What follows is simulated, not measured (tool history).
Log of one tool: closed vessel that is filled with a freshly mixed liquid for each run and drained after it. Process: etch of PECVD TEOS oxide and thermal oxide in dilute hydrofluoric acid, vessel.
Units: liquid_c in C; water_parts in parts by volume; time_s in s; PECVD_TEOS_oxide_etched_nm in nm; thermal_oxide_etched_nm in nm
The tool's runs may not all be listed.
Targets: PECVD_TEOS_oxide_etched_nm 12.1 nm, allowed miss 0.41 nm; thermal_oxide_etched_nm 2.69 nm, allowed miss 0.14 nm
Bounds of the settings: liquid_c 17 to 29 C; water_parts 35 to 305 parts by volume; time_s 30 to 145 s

| run | hour | liquid_c | water_parts | time_s | PECVD_TEOS_oxide_etched_nm | thermal_oxide_etched_nm |
|---|---|---|---|---|---|---|
| 1 | 0 | 21 | 170 | 75 | 8.3432 | 1.8224 |
| 2 | 3.3 | 21 | 135 | 75 | 10.799 | 2.4331 |
| 3 | 7.4 | 21.5 | 135 | 75 | 11.156 | 2.4425 |
| 4 | 8.8 | 19.5 | 135 | 75 | 10.109 | 2.2818 |
| 5 | 16.4 | 19.5 | 185 | 75 | 7.0978 | 1.5854 |
| 6 | 25.3 | 19.5 | 225 | 75 | 5.5767 | 1.2196 |
| 7 | 32.7 | 20.5 | 215 | 75 | 6.173 | 1.3662 |
| 8 | 39.3 | 24.5 | 145 | 75 | 11.499 | 2.4903 |

Which of these 4 next moves meets every target?
| A | 45.9 | 21 | 150 | 85 | ? | ? |
| B | 45.9 | 24.5 | 140 | 70 | ? | ? |
| C | 45.9 | 26 | 155 | 70 | ? | ? |
| D | 45.9 | 23.5 | 150 | 85 | ? | ? |

| move | PECVD_TEOS_oxide_etched_nm | thermal_oxide_etched_nm |
|---|---|---|
| A | 10.97 | 2.3678 |
| B | 11.213 | 2.4204 |
| C | 10.531 | 2.2731 |
| D | 12.09 | 2.6097 |
A: further off than the last run
B: further off than the last run
C: further off than the last run
D: meets every target
The right move is D.

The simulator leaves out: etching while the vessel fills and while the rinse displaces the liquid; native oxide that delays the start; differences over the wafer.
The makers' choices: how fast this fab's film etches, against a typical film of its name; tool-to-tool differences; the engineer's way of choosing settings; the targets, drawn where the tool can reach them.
